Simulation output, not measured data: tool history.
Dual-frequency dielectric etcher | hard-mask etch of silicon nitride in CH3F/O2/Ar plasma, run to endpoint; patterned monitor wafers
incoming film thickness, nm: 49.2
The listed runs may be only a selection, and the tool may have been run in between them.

| run | hour | source power (W) | bias power (W) | endpoint time (s) |
|---|---|---|---|---|
| 1 | 0.0 | 390 | 55 | 67.050 |
| 2 | 2.9 | 390 | 46 | 71.795 |
| 3 | 6.0 | 390 | 55 | 68.001 |
| 4 | 8.8 | 360 | 53 | 71.073 |
| 5 | 17.5 | 360 | 60 | 68.729 |
| 6 | 21.1 | 330 | 59 | 72.762 |

For run 7, what comes out?
| 7 | 28.9 | 320 | 58 | ? |

endpoint time (s): 75.763
